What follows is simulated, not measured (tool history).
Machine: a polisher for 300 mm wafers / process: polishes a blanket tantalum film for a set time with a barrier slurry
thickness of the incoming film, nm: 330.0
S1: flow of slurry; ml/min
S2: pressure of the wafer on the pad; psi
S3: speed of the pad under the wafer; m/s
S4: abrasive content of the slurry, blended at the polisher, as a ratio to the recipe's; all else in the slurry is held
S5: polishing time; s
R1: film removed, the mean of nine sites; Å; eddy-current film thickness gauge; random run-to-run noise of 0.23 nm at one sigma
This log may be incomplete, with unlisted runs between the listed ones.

{"run": 1, "hour": 0.0, "S1": 210, "S2": 1.7, "S3": 1.26, "S4": 1, "S5": 29, "R1": 508.86}
{"run": 2, "hour": 7.7, "S1": 210, "S2": 1.7, "S3": 1.26, "S4": 1.2, "S5": 29, "R1": 519.38}
{"run": 3, "hour": 13.7, "S1": 165, "S2": 1.7, "S3": 1.26, "S4": 1.2, "S5": 29, "R1": 503.03}
{"run": 4, "hour": 17.3, "S1": 165, "S2": 1.6, "S3": 1.16, "S4": 1.2, "S5": 29, "R1": 428.98}
{"run": 5, "hour": 19.7, "S1": 165, "S2": 1.6, "S3": 1.16, "S4": 1.2, "S5": 29, "R1": 429}
{"run": 6, "hour": 24.3, "S1": 165, "S2": 1.6, "S3": 1.16, "S4": 1.4, "S5": 29, "R1": 455.82}
{"run": 7, "hour": 31.7, "S1": 165, "S2": 1.5, "S3": 1.08, "S4": 1.4, "S5": 29, "R1": 392.76}

Run 8, settings as shown, results not yet in. Your forecast:
{"run": 8, "hour": 38.5, "S1": 165, "S2": 1, "S3": 0.72, "S4": 1.35, "S5": 28, "R1": "?"}

Run 8 produced R1 179.85 Å.

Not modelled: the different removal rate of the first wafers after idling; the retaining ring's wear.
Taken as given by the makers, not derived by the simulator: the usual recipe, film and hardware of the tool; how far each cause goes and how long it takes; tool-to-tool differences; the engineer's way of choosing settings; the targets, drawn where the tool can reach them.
